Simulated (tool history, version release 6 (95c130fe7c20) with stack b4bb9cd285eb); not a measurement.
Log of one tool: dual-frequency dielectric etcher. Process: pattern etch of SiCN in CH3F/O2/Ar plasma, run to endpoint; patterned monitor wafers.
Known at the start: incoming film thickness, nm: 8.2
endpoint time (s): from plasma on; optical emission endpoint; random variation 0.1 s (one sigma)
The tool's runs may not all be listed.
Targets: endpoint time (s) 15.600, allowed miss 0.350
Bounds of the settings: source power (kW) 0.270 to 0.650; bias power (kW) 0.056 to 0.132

| run | hour | source power (kW) | bias power (kW) | endpoint time (s) |
|---|---|---|---|---|
| 1 | 0.0 | 0.460 | 0.094 | 17.368 |
| 2 | 4.5 | 0.460 | 0.080 | 18.561 |
| 3 | 8.0 | 0.520 | 0.080 | 17.381 |
| 4 | 14.5 | 0.450 | 0.080 | 18.685 |
| 5 | 18.2 | 0.470 | 0.081 | 18.153 |
| 6 | 23.3 | 0.480 | 0.082 | 17.955 |
| 7 | 29.8 | 0.490 | 0.082 | 17.736 |
| 8 | 35.5 | 0.500 | 0.082 | 17.573 |
| 9 | 39.5 | 0.510 | 0.082 | 17.112 |
| 10 | 44.1 | 0.520 | 0.082 | 17.141 |
| 11 | 49.3 | 0.530 | 0.082 | 16.986 |
| 12 | 57.3 | 0.540 | 0.082 | 17.028 |

4 next moves are on the table. One of them brings every result within its allowed miss. Which?
| A | 65.3 | 0.500 | 0.082 | ? |
| B | 65.3 | 0.510 | 0.071 | ? |
| C | 65.3 | 0.650 | 0.081 | ? |
| D | 65.3 | 0.580 | 0.068 | ? |

| move | endpoint time (s) |
|---|---|
| A | 17.549 |
| B | 18.218 |
| C | 15.636 |
| D | 17.397 |
A: further off than the last run
B: further off than the last run
C: meets every target
D: further off than the last run
Move C is the one to make.

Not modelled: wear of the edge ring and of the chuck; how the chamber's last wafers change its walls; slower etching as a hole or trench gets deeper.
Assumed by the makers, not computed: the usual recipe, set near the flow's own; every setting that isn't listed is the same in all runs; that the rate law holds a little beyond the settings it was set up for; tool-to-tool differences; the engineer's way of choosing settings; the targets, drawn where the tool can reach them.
